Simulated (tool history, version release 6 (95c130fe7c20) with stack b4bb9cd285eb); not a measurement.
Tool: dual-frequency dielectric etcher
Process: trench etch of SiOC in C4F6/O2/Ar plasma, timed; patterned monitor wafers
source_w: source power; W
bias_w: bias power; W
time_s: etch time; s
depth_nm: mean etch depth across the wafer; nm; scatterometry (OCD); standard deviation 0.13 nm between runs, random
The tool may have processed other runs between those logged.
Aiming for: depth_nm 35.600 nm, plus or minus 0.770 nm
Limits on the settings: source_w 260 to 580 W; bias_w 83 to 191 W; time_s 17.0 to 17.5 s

run	hour	source_w	bias_w	time_s	depth_nm
1	0.0	420	137	17.0	32.248
2	2.8	420	116	17.0	30.750
3	11.8	420	116	17.0	30.681
4	14.2	420	116	17.0	30.805
5	21.4	420	127	17.0	31.454
6	25.8	400	127	17.0	30.996
7	31.8	440	131	17.0	32.209
8	39.4	470	135	17.0	33.320
9	42.0	490	137	17.0	34.444

Pick the move, out of 5, that brings all results within their allowed miss; only one does.
A	44.6	530	160	17.0	?
B	44.6	510	132	17.5	?
C	44.6	500	124	17.0	?
D	44.6	440	118	17.5	?
E	44.6	500	118	17.0	?

move	depth_nm
A	36.932
B	35.481
C	33.616
D	32.331
E	33.186
A: moves the result that the last run missed by most past its target, out the other side
B: all results in spec
C: misses by more than the last run did
D: misses by more than the last run did
E: misses by more than the last run did
B meets every target.
